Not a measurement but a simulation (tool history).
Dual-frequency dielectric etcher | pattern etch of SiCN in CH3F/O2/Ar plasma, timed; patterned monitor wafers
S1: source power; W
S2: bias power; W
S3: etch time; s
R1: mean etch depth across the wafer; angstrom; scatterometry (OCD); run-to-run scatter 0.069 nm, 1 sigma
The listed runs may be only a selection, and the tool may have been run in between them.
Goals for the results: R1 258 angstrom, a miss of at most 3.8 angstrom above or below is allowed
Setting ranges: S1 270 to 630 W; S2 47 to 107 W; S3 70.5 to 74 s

Run 1, hour 0: S1 450 W, S2 77 W, S3 70.5 s. Result: R1 303.32 angstrom.
Run 2, hour 3.9: S1 430 W, S2 76 W, S3 70.5 s. Result: R1 297.03 angstrom.
Run 3, hour 12.8: S1 410 W, S2 75 W, S3 70.5 s. Result: R1 291.85 angstrom.
Run 4, hour 19.8: S1 410 W, S2 62 W, S3 70.5 s. Result: R1 272.31 angstrom.
Run 5, hour 21.9: S1 410 W, S2 62 W, S3 70.5 s. Result: R1 272.49 angstrom.
At hour 27.7: source power generator calibrated.
Run 6, hour 27.7: S1 410 W, S2 62 W, S3 74 s. Result: R1 289.68 angstrom.
Run 7, hour 34.5: S1 390 W, S2 62 W, S3 74 s. Result: R1 284.73 angstrom.
Run 8, hour 37.6: S1 370 W, S2 62 W, S3 74 s. Result: R1 280.76 angstrom.
Run 9, hour 44.4: S1 360 W, S2 62 W, S3 74 s. Result: R1 276.02 angstrom.
Run 10, hour 51.1: S1 360 W, S2 62 W, S3 74 s. Result: R1 276.65 angstrom.
Run 11, hour 57.7: S1 350 W, S2 62 W, S3 74 s. Result: R1 274.71 angstrom.
Run 12, hour 61.2: S1 270 W, S2 60 W, S3 74 s. Result: R1 247.03 angstrom.
Run 13, hour 65.2: S1 270 W, S2 60 W, S3 74 s. Result: R1 247.62 angstrom.
Run 14, hour 68.8: S1 320 W, S2 61 W, S3 74 s. Result: R1 264.68 angstrom.

Which single option among these 4 for the next run brings every result within its allowed miss of target? Just one does.
Run A, hour 72.4: S1 370 W, S2 65 W, S3 70.5 s. Result: R1 ?.
Run B, hour 72.4: S1 360 W, S2 63 W, S3 71 s. Result: R1 ?.
Run C, hour 72.4: S1 320 W, S2 69 W, S3 74 s. Result: R1 ?.
Run D, hour 72.4: S1 310 W, S2 62 W, S3 73 s. Result: R1 ?.

move      R1
   A  271.31
   B   267.9
   C  276.03
   D  260.06
A: further off than the last run
B: further off than the last run
C: further off than the last run
D: hits every target within its allowed miss
The move that meets every target is D.
